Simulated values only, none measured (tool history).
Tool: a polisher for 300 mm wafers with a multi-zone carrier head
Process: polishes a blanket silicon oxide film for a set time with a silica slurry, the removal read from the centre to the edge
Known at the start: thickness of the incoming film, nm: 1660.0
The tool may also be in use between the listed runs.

run,day,flow of slurry (ml/min),pressure of the head's centre zone,pressure of the head's middle zone,pressure of the head's edge zone,abrasive content of the slurry,polishing time (s),film removed at the wafer's centre (nm),film removed at mid-radius (nm),film removed at the wafer's edge (nm)
1,0.000,220,1.00,1.00,1.00,1.00,56,140.29,138.12,137.490
2,0.075,230,1.04,1.03,1.03,1.15,59,164.61,159.72,159.540
3,0.258,240,1.07,1.07,1.05,1.25,61,182.68,176.35,168.890
4,0.521,240,1.07,1.07,1.05,1.25,48,145.07,139.70,134.320
5,0.625,240,1.07,1.07,1.05,1.25,35,105.47,104.95,98.648
6,0.883,250,1.08,1.09,1.07,1.30,43,133.42,130.97,123.470
7,1.221,260,1.09,1.11,1.09,1.35,49,156.03,155.46,145.320
8,1.562,270,1.11,1.12,1.11,1.40,53,176.46,172.44,161.690
9,1.733,275,1.12,1.13,1.13,1.45,56,188.99,189.70,173.200
10,1.792,280,1.13,1.12,1.14,1.45,59,204.57,198.80,182.450
11,1.821,275,1.13,1.11,1.15,1.45,62,214.40,200.44,201.360
12,1.912,280,1.14,1.12,1.16,1.45,63,220.43,209.69,198.890
13,2.062,280,1.14,1.12,1.16,1.45,64,221.20,212.30,200.160
14,2.283,280,1.14,1.12,1.16,1.45,65,225.34,217.01,210.460
15,2.329,285,1.15,1.13,1.16,1.45,66,235.27,223.65,210.870

Run 16 comes next. What will it give?
16,2.638,285,1.15,1.13,1.16,1.45,66,?,?,?

{"run 16": {"film removed at the wafer's centre (nm)": 229.93, "film removed at mid-radius (nm)": 223.58, "film removed at the wafer's edge (nm)": 211.42}}
